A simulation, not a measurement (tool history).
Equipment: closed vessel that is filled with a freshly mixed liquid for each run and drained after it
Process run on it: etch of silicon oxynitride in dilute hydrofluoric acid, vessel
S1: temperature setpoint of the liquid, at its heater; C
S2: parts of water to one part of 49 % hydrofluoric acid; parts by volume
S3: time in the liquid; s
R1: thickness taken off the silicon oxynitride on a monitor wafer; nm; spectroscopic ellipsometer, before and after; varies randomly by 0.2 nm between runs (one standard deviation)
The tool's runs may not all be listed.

run 1 hour=0 | S1=23 S2=120 S3=565 | R1=21.997
run 2 hour=3.8 | S1=25 S2=120 S3=565 | R1=24.477
run 3 hour=12.6 | S1=27.5 S2=120 S3=565 | R1=27.162
run 4 hour=20.8 | S1=27.5 S2=120 S3=565 | R1=27.393
run 5 hour=23.6 | S1=28 S2=120 S3=565 | R1=27.879
run 6 hour=30.7 | S1=25 S2=120 S3=565 | R1=24.423
run 7 hour=32.8 | S1=26.5 S2=120 S3=565 | R1=26.048
run 8 hour=36.7 | S1=27.5 S2=120 S3=565 | R1=27.028
run 9 hour=40.1 | S1=28 S2=120 S3=565 | R1=27.955
run 10 hour=45.4 | S1=28 S2=120 S3=565 | R1=27.692

What does the tool deliver on the next run?
run 11 hour=48.4 | S1=28.5 S2=120 S3=565 | R1=?

Run 11 measured R1 28.435 nm.
